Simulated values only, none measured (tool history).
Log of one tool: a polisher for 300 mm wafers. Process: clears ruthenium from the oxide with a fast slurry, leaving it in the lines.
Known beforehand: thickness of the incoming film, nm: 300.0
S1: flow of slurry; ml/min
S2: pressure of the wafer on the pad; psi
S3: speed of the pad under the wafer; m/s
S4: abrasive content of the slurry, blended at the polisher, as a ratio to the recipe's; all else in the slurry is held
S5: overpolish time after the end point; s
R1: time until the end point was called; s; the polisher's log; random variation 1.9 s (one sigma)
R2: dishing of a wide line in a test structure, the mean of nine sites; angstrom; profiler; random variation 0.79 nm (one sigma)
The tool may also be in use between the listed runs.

run  hour   S1   S2    S3   S4  S5       R1      R2
  1   0.0  315  3.4  0.88  1.0  21   69.328  515.74
  2   8.6  315  3.0  0.88  1.0  21   76.762  492.58
  3  16.4  315  3.0  0.88  1.2  21   72.191  513.55
  4  16.9  315  2.7  0.84  1.2  22   81.497  473.92
  5  23.1  315  2.3  0.84  1.2  22   90.570  438.77
  6  30.6  315  2.1  0.80  1.2  24   98.390  447.62
  7  31.8  315  2.0  0.78  1.2  25  104.270  444.01

Estimate the outcome of run 8 from the log above:
  8  37.8  315  1.9  0.76  1.2  26   ?   ?

R1: 110.160 s
R2: 424.19 angstrom
